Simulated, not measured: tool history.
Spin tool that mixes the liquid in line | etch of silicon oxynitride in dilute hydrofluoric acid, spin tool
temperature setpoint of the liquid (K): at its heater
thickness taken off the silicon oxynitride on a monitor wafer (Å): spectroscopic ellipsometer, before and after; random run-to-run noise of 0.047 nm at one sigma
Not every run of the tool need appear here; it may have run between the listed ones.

run	day	temperature setpoint of the liquid (K)	parts of water to one part of 49 % hydrofluoric acid (parts by volume)	time under the liquid (s)	thickness taken off the silicon oxynitride on a monitor wafer (Å)
1	0	298.15	95	95	18.915
2	0.35	298.15	70	95	26.701
3	0.529	296.15	70	95	24.118
4	0.625	293.65	70	95	21.171
5	0.888	296.15	70	95	24.097
6	0.962	297.65	65	95	28.381
7	1.179	299.15	60	95	32.79
8	1.383	299.15	60	95	32.691
9	1.562	300.15	55	95	37.704
10	1.771	301.15	55	95	39.789
11	2.125	302.15	55	95	41.521
12	2.158	306.15	35	95	79.188
13	2.333	305.65	35	95	77.967
14	2.667	305.15	35	95	75.519
15	2.829	304.65	35	95	76.015
16	3.096	304.15	35	95	72.032
17	3.433	303.65	35	95	71.265
18	3.596	303.15	35	95	69.688

What does the tool deliver on the next run?
19	3.733	302.65	35	95	?

thickness taken off the silicon oxynitride on a monitor wafer (Å): 68.014
